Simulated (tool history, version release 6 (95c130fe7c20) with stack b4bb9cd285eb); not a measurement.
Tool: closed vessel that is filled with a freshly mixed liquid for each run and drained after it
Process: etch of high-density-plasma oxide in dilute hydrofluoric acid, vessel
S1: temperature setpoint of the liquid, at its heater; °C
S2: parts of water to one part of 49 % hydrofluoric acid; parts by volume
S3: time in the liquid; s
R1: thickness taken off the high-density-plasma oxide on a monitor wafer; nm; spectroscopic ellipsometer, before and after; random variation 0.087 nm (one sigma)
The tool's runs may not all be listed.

run 1 hour=0 | S1=26 S2=200 S3=385 | R1=9.8666
run 2 hour=2.8 | S1=29 S2=200 S3=385 | R1=10.879
run 3 hour=6.3 | S1=29 S2=145 S3=385 | R1=16.185
run 4 hour=12.2 | S1=28.5 S2=145 S3=385 | R1=15.846
run 5 hour=15 | S1=31 S2=145 S3=385 | R1=17.168
run 6 hour=17.3 | S1=30 S2=145 S3=385 | R1=16.777
run 7 hour=19.8 | S1=29 S2=145 S3=385 | R1=16.218
run 8 hour=23.3 | S1=28.5 S2=145 S3=385 | R1=15.767

Forecast run 9:
run 9 hour=26.9 | S1=24.5 S2=150 S3=385 | R1=?

R1: 13.181 nm
